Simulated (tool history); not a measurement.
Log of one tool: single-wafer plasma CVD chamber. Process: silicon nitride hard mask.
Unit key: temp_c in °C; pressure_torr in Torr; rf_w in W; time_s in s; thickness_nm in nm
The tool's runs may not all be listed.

run	hour	temp_c	pressure_torr	rf_w	time_s	thickness_nm
1	0.0	420	1.25	250	49.4	50.545
2	3.9	420	1.22	245	49.3	49.352
3	12.1	420	1.22	245	46.9	47.078
4	20.1	420	1.19	245	46.9	46.990
5	26.9	420	1.16	245	46.9	46.559
6	35.9	420	1.13	245	46.9	46.176
7	42.8	420	1.10	245	46.9	45.513

Estimate the outcome of run 8 from the log above:
8	51.2	420	1.08	245	46.9	?

Run 8 gave thickness_nm 45.239 nm.

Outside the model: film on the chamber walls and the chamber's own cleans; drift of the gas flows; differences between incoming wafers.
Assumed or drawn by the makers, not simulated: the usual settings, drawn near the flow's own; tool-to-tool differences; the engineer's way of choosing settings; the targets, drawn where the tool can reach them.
